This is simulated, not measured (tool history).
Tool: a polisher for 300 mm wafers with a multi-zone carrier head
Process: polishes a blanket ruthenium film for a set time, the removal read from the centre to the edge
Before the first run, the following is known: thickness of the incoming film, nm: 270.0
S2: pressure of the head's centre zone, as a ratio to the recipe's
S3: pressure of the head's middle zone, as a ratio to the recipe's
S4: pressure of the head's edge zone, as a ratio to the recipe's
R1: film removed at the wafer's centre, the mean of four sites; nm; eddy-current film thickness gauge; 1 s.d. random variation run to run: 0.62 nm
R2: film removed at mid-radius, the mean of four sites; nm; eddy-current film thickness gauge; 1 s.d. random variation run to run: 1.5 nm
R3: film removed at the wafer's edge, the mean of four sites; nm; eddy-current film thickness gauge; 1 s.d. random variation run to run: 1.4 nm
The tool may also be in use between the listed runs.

run 1 hour=0 | flow_of_slurry_(ml/min)=170 S2=1 S3=1 S4=1 polishing_time_(s)=46 | R1=84.864 R2=77.549 R3=75.23
run 2 hour=4.6 | flow_of_slurry_(ml/min)=170 S2=1.06 S3=1 S4=1 polishing_time_(s)=46 | R1=88.038 R2=77.674 R3=75.667
run 3 hour=8.1 | flow_of_slurry_(ml/min)=170 S2=1.11 S3=1 S4=1 polishing_time_(s)=46 | R1=92.461 R2=76.296 R3=75.844
run 4 hour=13.7 | flow_of_slurry_(ml/min)=170 S2=1.19 S3=1 S4=1 polishing_time_(s)=46 | R1=98.604 R2=76.171 R3=77.451
run 5 hour=21.7 | flow_of_slurry_(ml/min)=145 S2=1.06 S3=1 S4=1.07 polishing_time_(s)=51 | R1=94.105 R2=81.455 R3=84.912
run 6 hour=24.2 | flow_of_slurry_(ml/min)=145 S2=1.06 S3=0.91 S4=1.07 polishing_time_(s)=51 | R1=94.164 R2=76.506 R3=85.85

Run 7 comes next. What will it give?
run 7 hour=25.2 | flow_of_slurry_(ml/min)=140 S2=0.96 S3=1.01 S4=1.17 polishing_time_(s)=64 | R1=? R2=? R3=?

{"run 7": {"R1": 108.1, "R2": 106.45, "R3": 110.63}}

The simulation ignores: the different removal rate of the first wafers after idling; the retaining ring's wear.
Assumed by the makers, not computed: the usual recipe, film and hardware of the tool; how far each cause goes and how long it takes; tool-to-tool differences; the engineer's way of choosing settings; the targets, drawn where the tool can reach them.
